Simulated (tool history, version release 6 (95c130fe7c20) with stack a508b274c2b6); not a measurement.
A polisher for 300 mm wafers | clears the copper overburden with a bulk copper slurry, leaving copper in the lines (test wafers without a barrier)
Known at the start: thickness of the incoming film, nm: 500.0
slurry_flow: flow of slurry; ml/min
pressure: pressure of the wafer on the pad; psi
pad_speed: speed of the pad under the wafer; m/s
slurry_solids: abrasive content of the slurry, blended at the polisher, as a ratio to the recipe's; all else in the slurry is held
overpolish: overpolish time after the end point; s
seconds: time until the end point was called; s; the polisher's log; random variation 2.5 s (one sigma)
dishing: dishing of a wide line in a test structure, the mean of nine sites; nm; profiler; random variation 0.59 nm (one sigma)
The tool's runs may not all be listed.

Run 1, day 0.000: slurry_flow 185 ml/min, pressure 2.0 psi, pad_speed 1.08 m/s, slurry_solids 1.00, overpolish 22 s. Result: seconds 84.765 s, dishing 75.466 nm.
Run 2, day 0.338: slurry_flow 185 ml/min, pressure 2.3 psi, pad_speed 1.08 m/s, slurry_solids 1.00, overpolish 22 s. Result: seconds 77.876 s, dishing 78.937 nm.
Run 3, day 0.508: slurry_flow 185 ml/min, pressure 2.5 psi, pad_speed 1.08 m/s, slurry_solids 1.00, overpolish 22 s. Result: seconds 74.341 s, dishing 83.966 nm.
Run 4, day 0.704: slurry_flow 185 ml/min, pressure 2.2 psi, pad_speed 0.96 m/s, slurry_solids 1.00, overpolish 18 s. Result: seconds 87.960 s, dishing 63.337 nm.
Run 5, day 0.892: slurry_flow 185 ml/min, pressure 2.2 psi, pad_speed 0.96 m/s, slurry_solids 0.90, overpolish 18 s. Result: seconds 88.006 s, dishing 60.956 nm.
Run 6, day 1.000: slurry_flow 185 ml/min, pressure 1.7 psi, pad_speed 0.96 m/s, slurry_solids 0.90, overpolish 18 s. Result: seconds 104.980 s, dishing 54.763 nm.
Run 7, day 1.254: slurry_flow 180 ml/min, pressure 1.1 psi, pad_speed 0.74 m/s, slurry_solids 0.85, overpolish 8 s. Result: seconds 172.920 s, dishing 18.055 nm.
Run 8, day 1.492: slurry_flow 175 ml/min, pressure 1.2 psi, pad_speed 0.74 m/s, slurry_solids 0.85, overpolish 11 s. Result: seconds 164.190 s, dishing 25.195 nm.
Run 9, day 1.575: slurry_flow 170 ml/min, pressure 1.3 psi, pad_speed 0.74 m/s, slurry_solids 0.85, overpolish 11 s. Result: seconds 159.330 s, dishing 26.864 nm.
Run 10, day 1.696: slurry_flow 170 ml/min, pressure 1.3 psi, pad_speed 0.74 m/s, slurry_solids 0.85, overpolish 11 s. Result: seconds 160.040 s, dishing 26.233 nm.
Run 11, day 1.725: slurry_flow 165 ml/min, pressure 1.4 psi, pad_speed 0.74 m/s, slurry_solids 0.85, overpolish 11 s. Result: seconds 153.430 s, dishing 27.101 nm.
Run 12, day 1.962: slurry_flow 165 ml/min, pressure 1.4 psi, pad_speed 0.72 m/s, slurry_solids 0.85, overpolish 17 s. Result: seconds 155.840 s, dishing 40.196 nm.
Run 13, day 2.142: slurry_flow 175 ml/min, pressure 1.4 psi, pad_speed 0.74 m/s, slurry_solids 0.90, overpolish 16 s. Result: seconds 151.510 s, dishing 37.176 nm.

The next listed run, before its measurement:
Run 14, day 2.367: slurry_flow 180 ml/min, pressure 1.4 psi, pad_speed 0.74 m/s, slurry_solids 0.90, overpolish 15 s. Result: seconds ?, dishing ?.

seconds: 154.370 s
dishing: 35.494 nm
